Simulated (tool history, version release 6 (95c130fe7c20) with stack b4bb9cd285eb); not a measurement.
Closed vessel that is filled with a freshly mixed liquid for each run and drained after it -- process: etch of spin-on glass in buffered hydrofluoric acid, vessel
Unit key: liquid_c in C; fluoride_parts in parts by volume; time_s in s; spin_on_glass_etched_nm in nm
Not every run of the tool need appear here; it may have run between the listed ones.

| run | hour | liquid_c | fluoride_parts | time_s | spin_on_glass_etched_nm |
|---|---|---|---|---|---|
| 1 | 0 | 20 | 16.5 | 30 | 68.776 |
| 2 | 8 | 20 | 16.5 | 30 | 69.002 |
| 3 | 13.1 | 19 | 18 | 30 | 59.575 |
| 4 | 20.4 | 18.5 | 19 | 30 | 55.005 |
| 5 | 25.6 | 22 | 19 | 30 | 65.619 |
| 6 | 33.8 | 20.5 | 19.5 | 30 | 59.767 |
|  | 40.6 | thermometer replaced |
| 7 | 40.6 | 20.5 | 19.5 | 30 | 55.143 |

Run 8 is up next; what results do you expect?
| 8 | 49.2 | 19.5 | 19.5 | 30 | ? |

Run 8 gave spin_on_glass_etched_nm 52.018 nm.
